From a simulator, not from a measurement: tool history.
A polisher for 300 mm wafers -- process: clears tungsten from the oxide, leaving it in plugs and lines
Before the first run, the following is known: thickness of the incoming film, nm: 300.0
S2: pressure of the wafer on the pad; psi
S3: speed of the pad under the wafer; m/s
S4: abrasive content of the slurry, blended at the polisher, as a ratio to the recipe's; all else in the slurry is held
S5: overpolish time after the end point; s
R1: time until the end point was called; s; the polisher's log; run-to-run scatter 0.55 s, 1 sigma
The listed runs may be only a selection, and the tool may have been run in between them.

run 1 hour=0 | flow_of_slurry_(ml/min)=180 S2=3.3 S3=1.38 S4=1 S5=37 | R1=41.533
run 2 hour=2 | flow_of_slurry_(ml/min)=180 S2=3.3 S3=1.2 S4=1 S5=37 | R1=46.696
run 3 hour=5.3 | flow_of_slurry_(ml/min)=180 S2=3.3 S3=0.86 S4=1 S5=37 | R1=59.985
run 4 hour=12.7 | flow_of_slurry_(ml/min)=180 S2=3.3 S3=0.74 S4=1 S5=37 | R1=67.909
run 5 hour=13.5 | flow_of_slurry_(ml/min)=180 S2=3.3 S3=0.74 S4=1.1 S5=37 | R1=63.819
run 6 hour=16.3 | flow_of_slurry_(ml/min)=180 S2=3.4 S3=0.74 S4=1.1 S5=37 | R1=63.34

What does the tool deliver on the next run?
run 7 hour=24.9 | flow_of_slurry_(ml/min)=180 S2=3.6 S3=0.74 S4=1.1 S5=37 | R1=?

R1: 59.662 s

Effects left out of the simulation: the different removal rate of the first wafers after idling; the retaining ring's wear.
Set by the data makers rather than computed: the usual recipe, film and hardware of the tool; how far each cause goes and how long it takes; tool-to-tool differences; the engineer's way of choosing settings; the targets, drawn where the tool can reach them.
